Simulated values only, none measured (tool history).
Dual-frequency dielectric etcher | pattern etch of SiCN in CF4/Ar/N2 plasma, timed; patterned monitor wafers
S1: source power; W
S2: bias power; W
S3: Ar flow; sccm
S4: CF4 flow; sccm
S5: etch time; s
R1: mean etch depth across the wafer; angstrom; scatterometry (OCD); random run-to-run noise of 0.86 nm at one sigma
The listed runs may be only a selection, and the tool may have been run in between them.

run  hour   S1  S2  S3  S4   S5      R1
  1     0  470  57  98  72  152  1107.3
  2   6.7  470  57  98  72  152  1106.9
  3  13.3  490  57  98  72  152  1133.7
  4    14  490  57  98  72  152  1140.6
  5  17.4  490  57  98  62  152  1107.3
  6  24.9  490  57  92  62  152  1125.9

Run 7 has not been measured yet. What should we expect?
  7  27.8  490  57  92  62  152   ?

R1: 1143 angstrom
